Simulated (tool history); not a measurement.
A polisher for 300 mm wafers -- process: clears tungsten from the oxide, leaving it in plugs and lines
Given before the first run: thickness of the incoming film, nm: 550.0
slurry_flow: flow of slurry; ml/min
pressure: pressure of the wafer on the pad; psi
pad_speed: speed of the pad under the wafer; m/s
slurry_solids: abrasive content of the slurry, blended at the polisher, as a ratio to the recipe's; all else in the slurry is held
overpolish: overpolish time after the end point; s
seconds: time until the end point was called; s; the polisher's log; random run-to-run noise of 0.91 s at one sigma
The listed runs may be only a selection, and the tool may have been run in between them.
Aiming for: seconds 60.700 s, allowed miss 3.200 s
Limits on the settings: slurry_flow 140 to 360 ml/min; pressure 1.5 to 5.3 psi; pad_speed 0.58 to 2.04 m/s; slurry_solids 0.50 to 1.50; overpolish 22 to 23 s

| run | hour | slurry_flow | pressure | pad_speed | slurry_solids | overpolish | seconds |
|---|---|---|---|---|---|---|---|
| 1 | 0.0 | 230 | 3.4 | 1.30 | 1.00 | 22 | 83.227 |
| 2 | 2.9 | 230 | 3.6 | 1.30 | 1.00 | 22 | 79.794 |
| 3 | 4.6 | 230 | 3.6 | 1.30 | 1.00 | 22 | 79.587 |
| 4 | 9.3 | 230 | 2.8 | 1.30 | 1.00 | 22 | 101.960 |
| 5 | 12.4 | 230 | 2.8 | 1.30 | 1.00 | 22 | 101.230 |
| 6 | 21.2 | 230 | 3.1 | 1.32 | 1.00 | 22 | 91.698 |
| 7 | 24.6 | 230 | 3.3 | 1.32 | 1.00 | 22 | 84.446 |
| 8 | 27.4 | 230 | 3.5 | 1.32 | 1.00 | 22 | 78.762 |
| 9 | 33.2 | 230 | 3.6 | 1.32 | 1.00 | 22 | 78.158 |
| 10 | 37.9 | 230 | 3.7 | 1.32 | 1.00 | 22 | 77.482 |
| 11 | 40.3 | 230 | 3.9 | 1.32 | 1.00 | 22 | 72.192 |
| 12 | 48.4 | 230 | 4.0 | 1.32 | 1.00 | 22 | 69.734 |

Exercise: of the 4 proposed moves below, exactly one satisfies all targets within the stated allowed misses. Which move is it?
| A | 56.5 | 230 | 3.4 | 1.54 | 0.95 | 22 | ? |
| B | 56.5 | 250 | 4.5 | 1.34 | 0.95 | 22 | ? |
| C | 56.5 | 220 | 4.2 | 1.24 | 1.05 | 22 | ? |
| D | 56.5 | 195 | 5.3 | 1.00 | 1.10 | 22 | ? |

| move | seconds |
|---|---|
| A | 71.344 |
| B | 61.542 |
| C | 70.421 |
| D | 69.467 |
A: lands further from the targets than the last run did
B: hits every target within its allowed miss
C: lands further from the targets than the last run did
D: just as far off the targets as the last run
The move that meets every target is B.

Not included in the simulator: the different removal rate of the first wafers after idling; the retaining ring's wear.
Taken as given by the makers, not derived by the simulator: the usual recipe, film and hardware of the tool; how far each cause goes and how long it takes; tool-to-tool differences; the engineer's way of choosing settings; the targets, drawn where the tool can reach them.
